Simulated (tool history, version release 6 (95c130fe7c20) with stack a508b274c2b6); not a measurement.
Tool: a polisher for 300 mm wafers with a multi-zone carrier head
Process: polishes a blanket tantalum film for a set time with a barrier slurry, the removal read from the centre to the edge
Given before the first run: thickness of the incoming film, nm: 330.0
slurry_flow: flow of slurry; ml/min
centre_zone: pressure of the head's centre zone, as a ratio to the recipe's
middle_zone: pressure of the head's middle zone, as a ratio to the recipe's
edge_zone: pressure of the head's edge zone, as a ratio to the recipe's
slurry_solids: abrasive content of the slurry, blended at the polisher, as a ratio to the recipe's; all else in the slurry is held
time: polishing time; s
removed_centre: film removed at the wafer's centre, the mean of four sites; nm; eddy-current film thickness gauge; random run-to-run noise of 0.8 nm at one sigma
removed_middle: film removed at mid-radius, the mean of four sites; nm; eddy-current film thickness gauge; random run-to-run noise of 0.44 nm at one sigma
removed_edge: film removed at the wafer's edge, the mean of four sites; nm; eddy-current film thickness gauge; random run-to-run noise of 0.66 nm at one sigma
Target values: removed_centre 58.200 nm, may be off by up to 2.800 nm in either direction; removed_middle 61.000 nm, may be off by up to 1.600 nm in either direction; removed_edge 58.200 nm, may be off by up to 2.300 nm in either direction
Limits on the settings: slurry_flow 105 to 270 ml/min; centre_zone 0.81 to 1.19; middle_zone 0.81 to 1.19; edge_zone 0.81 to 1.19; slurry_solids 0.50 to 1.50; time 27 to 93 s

Run 1, day 0.000: slurry_flow 175 ml/min, centre_zone 1.00, middle_zone 1.00, edge_zone 1.00, slurry_solids 1.00, time 59 s. Result: removed_centre 88.520 nm, removed_middle 85.770 nm, removed_edge 88.273 nm.
Run 2, day 0.142: slurry_flow 175 ml/min, centre_zone 1.00, middle_zone 1.00, edge_zone 1.04, slurry_solids 1.00, time 59 s. Result: removed_centre 88.460 nm, removed_middle 85.339 nm, removed_edge 89.174 nm.
Run 3, day 0.217: slurry_flow 175 ml/min, centre_zone 0.99, middle_zone 1.01, edge_zone 1.00, slurry_solids 0.85, time 55 s. Result: removed_centre 75.159 nm, removed_middle 75.656 nm, removed_edge 78.563 nm.
Run 4, day 0.496: slurry_flow 175 ml/min, centre_zone 0.92, middle_zone 1.01, edge_zone 1.00, slurry_solids 0.85, time 55 s. Result: removed_centre 70.495 nm, removed_middle 75.446 nm, removed_edge 77.611 nm.
Run 5, day 0.654: slurry_flow 175 ml/min, centre_zone 0.92, middle_zone 1.01, edge_zone 1.00, slurry_solids 0.85, time 47 s. Result: removed_centre 60.086 nm, removed_middle 64.568 nm, removed_edge 65.405 nm.
Run 6, day 0.954: slurry_flow 175 ml/min, centre_zone 0.92, middle_zone 1.01, edge_zone 1.00, slurry_solids 0.65, time 47 s. Result: removed_centre 54.442 nm, removed_middle 58.079 nm, removed_edge 58.924 nm.
Run 7, day 1.054: slurry_flow 175 ml/min, centre_zone 0.92, middle_zone 1.01, edge_zone 1.00, slurry_solids 0.65, time 47 s. Result: removed_centre 53.303 nm, removed_middle 57.722 nm, removed_edge 59.852 nm.
Run 8, day 1.383: slurry_flow 185 ml/min, centre_zone 0.94, middle_zone 1.02, edge_zone 0.97, slurry_solids 0.65, time 47 s. Result: removed_centre 55.910 nm, removed_middle 58.788 nm, removed_edge 58.200 nm.
At day 1.504: slurry nozzle cleaned.
Run 9, day 1.504: slurry_flow 190 ml/min, centre_zone 0.94, middle_zone 1.03, edge_zone 0.97, slurry_solids 0.65, time 47 s. Result: removed_centre 59.357 nm, removed_middle 63.418 nm, removed_edge 63.237 nm.

Which single option among these 5 for the next run brings every result within its allowed miss of target? Just one does.
Run A, day 1.625: slurry_flow 195 ml/min, centre_zone 0.94, middle_zone 1.02, edge_zone 0.90, slurry_solids 0.70, time 44 s. Result: removed_centre ?, removed_middle ?, removed_edge ?.
Run B, day 1.625: slurry_flow 200 ml/min, centre_zone 0.95, middle_zone 0.96, edge_zone 0.98, slurry_solids 0.60, time 46 s. Result: removed_centre ?, removed_middle ?, removed_edge ?.
Run C, day 1.625: slurry_flow 195 ml/min, centre_zone 0.84, middle_zone 1.01, edge_zone 0.96, slurry_solids 0.70, time 47 s. Result: removed_centre ?, removed_middle ?, removed_edge ?.
Run D, day 1.625: slurry_flow 160 ml/min, centre_zone 1.08, middle_zone 1.09, edge_zone 0.83, slurry_solids 0.60, time 47 s. Result: removed_centre ?, removed_middle ?, removed_edge ?.
Run E, day 1.625: slurry_flow 220 ml/min, centre_zone 0.88, middle_zone 0.93, edge_zone 1.11, slurry_solids 0.50, time 56 s. Result: removed_centre ?, removed_middle ?, removed_edge ?.

move  removed_centre  removed_middle  removed_edge
   A          59.298          60.868        58.026
   B          58.172          56.130        58.005
   C          56.543          64.508        63.381
   D          65.507          61.994        54.759
   E          59.554          60.393        66.919
A: every result within its allowed miss
B: brings the result that was furthest off to its target, and leaves another outside
C: neither nearer nor further off than the last run
D: takes the biggest miss from the last run beyond its target
E: its largest miss is bigger than the last run's
A is the move that brings every result within its allowed miss.
